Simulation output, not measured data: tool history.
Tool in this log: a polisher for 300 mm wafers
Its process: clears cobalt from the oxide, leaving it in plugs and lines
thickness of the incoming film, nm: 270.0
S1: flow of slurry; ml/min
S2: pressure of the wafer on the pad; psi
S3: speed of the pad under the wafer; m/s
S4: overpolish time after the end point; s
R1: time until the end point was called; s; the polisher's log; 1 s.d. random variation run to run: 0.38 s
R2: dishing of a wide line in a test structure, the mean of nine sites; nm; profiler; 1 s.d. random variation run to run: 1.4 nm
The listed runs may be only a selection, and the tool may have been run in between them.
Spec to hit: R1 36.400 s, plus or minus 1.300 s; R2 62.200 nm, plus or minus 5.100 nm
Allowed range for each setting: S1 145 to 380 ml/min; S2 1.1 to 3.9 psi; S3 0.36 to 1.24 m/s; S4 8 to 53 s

{"run": 1, "hour": 0.0, "S1": 245, "S2": 2.5, "S3": 0.8, "S4": 27, "R1": 65.142, "R2": 56.815}
{"run": 2, "hour": 8.1, "S1": 245, "S2": 2.5, "S3": 0.72, "S4": 27, "R1": 72.532, "R2": 52.317}
{"run": 3, "hour": 10.2, "S1": 245, "S2": 2.9, "S3": 0.74, "S4": 25, "R1": 61.411, "R2": 56.717}
{"run": 4, "hour": 18.1, "S1": 250, "S2": 3.2, "S3": 0.78, "S4": 21, "R1": 52.009, "R2": 52.912}
{"run": 5, "hour": 24.2, "S1": 250, "S2": 3.4, "S3": 0.8, "S4": 22, "R1": 47.065, "R2": 52.603}
{"run": 6, "hour": 27.6, "S1": 280, "S2": 3.4, "S3": 0.8, "S4": 22, "R1": 47.553, "R2": 57.453}
{"run": 7, "hour": 32.9, "S1": 280, "S2": 3.5, "S3": 0.82, "S4": 23, "R1": 45.519, "R2": 58.038}
{"run": 8, "hour": 36.4, "S1": 275, "S2": 3.6, "S3": 0.84, "S4": 24, "R1": 43.417, "R2": 58.159}
{"run": 9, "hour": 39.8, "S1": 275, "S2": 3.7, "S3": 0.86, "S4": 25, "R1": 41.041, "R2": 58.965}
{"run": 10, "hour": 46.5, "S1": 280, "S2": 3.8, "S3": 0.88, "S4": 26, "R1": 39.14, "R2": 59.616}

4 next moves are on the table. One of them brings every result within its allowed miss. Which?
{"run": "A", "hour": 53.2, "S1": 290, "S2": 3.5, "S3": 0.96, "S4": 40, "R1": "?", "R2": "?"}
{"run": "B", "hour": 53.2, "S1": 325, "S2": 3.9, "S3": 0.9, "S4": 30, "R1": "?", "R2": "?"}
{"run": "C", "hour": 53.2, "S1": 325, "S2": 3.6, "S3": 0.88, "S4": 32, "R1": "?", "R2": "?"}
{"run": "D", "hour": 53.2, "S1": 315, "S2": 3.8, "S3": 0.86, "S4": 30, "R1": "?", "R2": "?"}

move=A R1=38.819 R2=63.973
move=B R1=36.742 R2=63.081
move=C R1=40.582 R2=62.943
move=D R1=39.421 R2=62.709
A: better than the last run, though not everything is in spec
B: meets every target
C: lands further from the targets than the last run did
D: lands further from the targets than the last run did
B meets every target.

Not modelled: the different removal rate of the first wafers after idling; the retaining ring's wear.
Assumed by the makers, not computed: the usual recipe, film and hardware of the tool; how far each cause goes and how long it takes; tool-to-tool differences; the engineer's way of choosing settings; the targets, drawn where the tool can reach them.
